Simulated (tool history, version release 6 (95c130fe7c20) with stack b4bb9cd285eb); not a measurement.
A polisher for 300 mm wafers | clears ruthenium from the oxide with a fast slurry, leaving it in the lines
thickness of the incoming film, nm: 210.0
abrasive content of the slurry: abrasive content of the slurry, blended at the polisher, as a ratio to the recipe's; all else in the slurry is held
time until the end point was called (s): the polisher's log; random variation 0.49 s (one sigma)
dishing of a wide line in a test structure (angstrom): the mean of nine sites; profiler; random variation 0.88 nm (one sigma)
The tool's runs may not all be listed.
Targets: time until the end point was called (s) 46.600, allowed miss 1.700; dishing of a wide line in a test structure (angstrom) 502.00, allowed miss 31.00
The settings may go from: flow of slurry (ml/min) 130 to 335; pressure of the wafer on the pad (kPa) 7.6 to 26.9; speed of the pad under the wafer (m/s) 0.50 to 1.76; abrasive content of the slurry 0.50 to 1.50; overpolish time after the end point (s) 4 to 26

run  hour  flow of slurry (ml/min)  pressure of the wafer on the pad (kPa)  speed of the pad under the wafer (m/s)  abrasive content of the slurry  overpolish time after the end point (s)  time until the end point was called (s)  dishing of a wide line in a test structure (angstrom)
  1   0.0                      215                                    17.2                                    1.12                            1.00                                       13                                   58.195                                                 325.39
  2   3.5                      215                                    18.6                                    1.12                            1.00                                       14                                   53.122                                                 368.28
  3  10.7                      215                                    19.3                                    1.12                            1.00                                       15                                   51.414                                                 392.52
  4  19.3                      215                                    20.0                                    1.12                            1.00                                       16                                   49.851                                                 426.65
  5  20.2                      215                                    20.0                                    0.84                            1.00                                       16                                   66.574                                                 343.38
  6  24.7                      215                                    22.1                                    0.84                            1.00                                       17                                   60.003                                                 391.25
  7  31.0                      215                                    23.4                                    0.84                            1.00                                       17                                   55.768                                                 410.19
  8  34.7                      215                                    24.1                                    0.84                            1.00                                       17                                   53.593                                                 414.65
  9  42.1                      215                                    24.8                                    0.84                            1.00                                       18                                   52.992                                                 431.53
 10  44.4                      220                                    25.5                                    0.84                            1.00                                       18                                   51.590                                                 458.58

5 next moves are on the table. One of them brings every result within its allowed miss. Which?
  A  46.7                      225                                    23.4                                    0.92                            1.00                                       25                                        ?                                                      ?
  B  46.7                      235                                    26.9                                    1.00                            0.90                                       22                                        ?                                                      ?
  C  46.7                      235                                    22.1                                    1.04                            1.10                                       19                                        ?                                                      ?
  D  46.7                      190                                    25.5                                    0.80                            0.85                                       18                                        ?                                                      ?
  E  46.7                      325                                    26.9                                    0.82                            1.05                                       26                                        ?                                                      ?

move  time until the end point was called (s)  dishing of a wide line in a test structure (angstrom)
   A                                   52.446                                                 549.84
   B                                   43.971                                                 565.98
   C                                   47.318                                                 493.28
   D                                   60.573                                                 399.60
   E                                   48.313                                                 590.32
A: further off than the last run
B: takes the result that was furthest off past its target
C: meets every target
D: further off than the last run
E: as far off as the last run
Move C is the one to make.
